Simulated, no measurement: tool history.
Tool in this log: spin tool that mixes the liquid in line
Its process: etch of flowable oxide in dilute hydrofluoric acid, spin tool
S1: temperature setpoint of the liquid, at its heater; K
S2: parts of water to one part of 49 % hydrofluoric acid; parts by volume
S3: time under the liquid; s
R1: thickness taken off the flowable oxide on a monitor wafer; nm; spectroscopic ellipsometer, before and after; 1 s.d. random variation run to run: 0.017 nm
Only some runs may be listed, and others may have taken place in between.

| run | hour | S1 | S2 | S3 | R1 |
|---|---|---|---|---|---|
| 1 | 0.0 | 297.15 | 285 | 40 | 2.6782 |
| 2 | 5.4 | 295.65 | 285 | 40 | 2.5422 |
| 3 | 7.9 | 295.65 | 285 | 40 | 2.5391 |
| 4 | 15.9 | 299.15 | 285 | 40 | 2.9054 |
| 5 | 18.7 | 299.15 | 190 | 40 | 4.7272 |
| 6 | 25.5 | 297.65 | 190 | 40 | 4.5223 |

What will run 7 give?
| 7 | 26.1 | 295.65 | 215 | 40 | ? |

Run 7 produced R1 3.6369 nm.

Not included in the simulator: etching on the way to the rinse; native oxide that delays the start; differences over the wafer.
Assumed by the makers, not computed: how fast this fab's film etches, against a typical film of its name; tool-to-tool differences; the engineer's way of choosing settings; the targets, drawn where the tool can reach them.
